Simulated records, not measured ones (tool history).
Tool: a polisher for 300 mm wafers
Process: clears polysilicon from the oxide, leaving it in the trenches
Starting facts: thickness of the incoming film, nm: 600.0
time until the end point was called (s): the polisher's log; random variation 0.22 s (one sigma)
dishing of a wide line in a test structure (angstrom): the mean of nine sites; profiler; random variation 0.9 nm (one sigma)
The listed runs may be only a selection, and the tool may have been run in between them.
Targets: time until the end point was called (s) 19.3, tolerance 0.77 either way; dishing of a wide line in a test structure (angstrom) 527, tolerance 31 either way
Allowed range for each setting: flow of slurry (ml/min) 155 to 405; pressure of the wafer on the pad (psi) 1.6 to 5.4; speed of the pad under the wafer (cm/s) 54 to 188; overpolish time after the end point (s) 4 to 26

run  hour  flow of slurry (ml/min)  pressure of the wafer on the pad (psi)  speed of the pad under the wafer (cm/s)  overpolish time after the end point (s)  time until the end point was called (s)  dishing of a wide line in a test structure (angstrom)
  1     0                      260                                     3.5                                      120                                       13                                    27.81                                                 595.89
  2   2.6                      260                                     3.5                                      120                                       10                                   27.158                                                 572.79
  3   6.5                      260                                     3.5                                      120                                       15                                   27.751                                                 581.11
  4   7.7                      300                                     3.5                                      120                                       15                                   27.674                                                 598.09
  5  15.1                      260                                     3.8                                      120                                       12                                   25.529                                                 580.21
  6  19.5                      300                                     3.8                                      120                                       12                                   25.293                                                 589.98
  7  22.3                      260                                     4.1                                      120                                       10                                   23.719                                                 572.25
  8  26.8                      235                                     4.3                                      120                                        8                                   22.699                                                 586.68
  9  30.2                      275                                     4.3                                      124                                        7                                   21.794                                                 565.75
 10  30.8                      305                                     4.4                                      126                                        6                                   20.765                                                 563.91
 11  37.7                      330                                     4.4                                      128                                        5                                   20.133                                                 548.19

Which single option among these 5 for the next run brings every result within its allowed miss of target? Just one does.
  A  44.6                      300                                     4.9                                      114                                       14                                        ?                                                      ?
  B  44.6                      405                                     3.7                                      146                                        4                                        ?                                                      ?
  C  44.6                      340                                     4.1                                      136                                        4                                        ?                                                      ?
  D  44.6                      405                                     4.2                                      138                                        4                                        ?                                                      ?
  E  44.6                      320                                     4.3                                      124                                       15                                        ?                                                      ?

move  time until the end point was called (s)  dishing of a wide line in a test structure (angstrom)
   A                                   20.626                                                 597.35
   B                                   20.914                                                 523.83
   C                                   20.505                                                 526.85
   D                                    19.53                                                    534
   E                                   21.502                                                 597.42
A: misses by more than the last run did
B: misses by more than the last run did
C: misses by more than the last run did
D: every result lands within tolerance
E: misses by more than the last run did
Move D is the one to make.
